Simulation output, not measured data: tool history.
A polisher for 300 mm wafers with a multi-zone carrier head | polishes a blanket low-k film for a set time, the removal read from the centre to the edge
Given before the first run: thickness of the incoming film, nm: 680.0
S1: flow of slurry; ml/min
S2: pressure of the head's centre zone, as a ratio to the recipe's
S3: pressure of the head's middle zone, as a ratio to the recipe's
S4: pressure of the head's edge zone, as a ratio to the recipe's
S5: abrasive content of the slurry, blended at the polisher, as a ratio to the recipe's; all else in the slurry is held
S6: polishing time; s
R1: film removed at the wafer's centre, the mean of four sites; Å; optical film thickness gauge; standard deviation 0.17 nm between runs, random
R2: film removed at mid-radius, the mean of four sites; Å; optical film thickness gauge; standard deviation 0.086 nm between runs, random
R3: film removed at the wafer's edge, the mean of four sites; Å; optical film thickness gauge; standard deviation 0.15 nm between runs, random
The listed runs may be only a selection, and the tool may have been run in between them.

run  hour   S1    S2    S3    S4    S5  S6      R1      R2      R3
  1     0  180     1     1     1     1  43  213.12     210  215.54
  2   8.2  165  0.94  0.98  0.97  0.85  41  174.25  174.41  178.49
  3   9.2  165  0.94  0.98  0.97  0.75  41  150.82  155.94  160.23
  4  16.3  165  0.89  0.98  0.97  0.75  41  148.26  153.38   163.4
  5  19.9  165  0.89  0.98  0.97  0.75  33  116.69  124.29  128.51
  6  24.9  180  0.88     1     1  0.75  33   117.1  128.66  135.65
  7  32.1  190  0.88  1.01     1  0.75  33  118.52  130.34  132.47
  8  35.7  190  0.88  1.02  1.02  0.75  33  120.74  130.71  132.85
  9    38  185  0.86  1.03  1.03   0.8  33  121.53  140.79  142.45
 10  44.9  185  0.85  1.02  1.02   0.8  33  120.82  138.49  140.88

What does the tool deliver on the next run?
 11  53.8  180  0.84  1.01  1.02  0.8  33   ?   ?   ?

{"run 11": {"R1": 118.62, "R2": 139.25, "R3": 143.66}}
